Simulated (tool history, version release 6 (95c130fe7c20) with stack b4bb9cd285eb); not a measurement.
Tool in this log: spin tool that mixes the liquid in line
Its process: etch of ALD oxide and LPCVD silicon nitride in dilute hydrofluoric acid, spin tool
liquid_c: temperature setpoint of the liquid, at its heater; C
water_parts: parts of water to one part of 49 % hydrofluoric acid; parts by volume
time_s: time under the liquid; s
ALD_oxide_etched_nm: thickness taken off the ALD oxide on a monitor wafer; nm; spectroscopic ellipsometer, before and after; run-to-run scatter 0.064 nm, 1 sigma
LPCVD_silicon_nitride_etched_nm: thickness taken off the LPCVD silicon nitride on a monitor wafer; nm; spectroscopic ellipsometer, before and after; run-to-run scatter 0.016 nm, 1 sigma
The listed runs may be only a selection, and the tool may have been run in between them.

run,hour,liquid_c,water_parts,time_s,ALD_oxide_etched_nm,LPCVD_silicon_nitride_etched_nm
1,0.0,25.0,210,180,11.4820,0.51035
2,2.3,25.0,210,210,13.4790,0.52220
3,10.6,25.0,185,210,15.6690,0.57843
4,11.5,25.0,185,150,11.0030,0.42789
5,13.2,25.0,140,150,15.6840,0.57740
6,20.8,23.0,170,150,11.4680,0.41903
7,23.7,22.0,190,150,9.6898,0.33958
8,32.7,21.5,205,150,8.6823,0.34639
9,38.4,20.0,210,150,7.9259,0.29311
10,42.9,20.0,210,150,7.9874,0.31266
11,44.7,20.0,210,150,8.0370,0.28982
12,50.9,20.0,220,150,7.3972,0.26721

For run 13, what comes out?
13,52.6,19.5,235,155,?,?

ALD_oxide_etched_nm: 7.0673 nm
LPCVD_silicon_nitride_etched_nm: 0.27628 nm
